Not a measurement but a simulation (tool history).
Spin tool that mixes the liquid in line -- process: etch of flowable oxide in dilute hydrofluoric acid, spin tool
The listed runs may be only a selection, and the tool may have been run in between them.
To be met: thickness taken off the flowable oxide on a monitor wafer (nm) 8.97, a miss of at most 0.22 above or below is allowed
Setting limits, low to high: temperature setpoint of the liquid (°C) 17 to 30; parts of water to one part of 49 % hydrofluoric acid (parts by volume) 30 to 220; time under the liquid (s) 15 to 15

run,hour,temperature setpoint of the liquid (°C),parts of water to one part of 49 % hydrofluoric acid (parts by volume),time under the liquid (s),thickness taken off the flowable oxide on a monitor wafer (nm)
1,0,22,125,15,6.0099
2,1.9,22,165,15,4.3155
3,4.1,19,165,15,3.8313
4,6.4,21,165,15,4.1597
5,9.9,19.5,165,15,3.9495
6,12.4,17,165,15,3.5711
7,21,18.5,160,15,3.8861
8,27.6,20,155,15,4.2913
9,33.8,24,105,15,7.7647
10,41.8,24.5,105,15,8.0489

Of the 5 settings listed for the next run, only one would bring every result within its allowed miss of target. Which one?
A,49.8,22,100,15,?
B,49.8,23,85,15,?
C,49.8,23,90,15,?
D,49.8,24.5,115,15,?
E,49.8,25,90,15,?

move,thickness taken off the flowable oxide on a monitor wafer (nm)
A,7.6911
B,9.592
C,9.0039
D,7.2543
E,9.7521
A: its largest miss is bigger than the last run's
B: pushes the last run's worst result past its target
C: every result lands within tolerance
D: its largest miss is bigger than the last run's
E: pushes the last run's worst result past its target
C is the move that brings every result within its allowed miss.
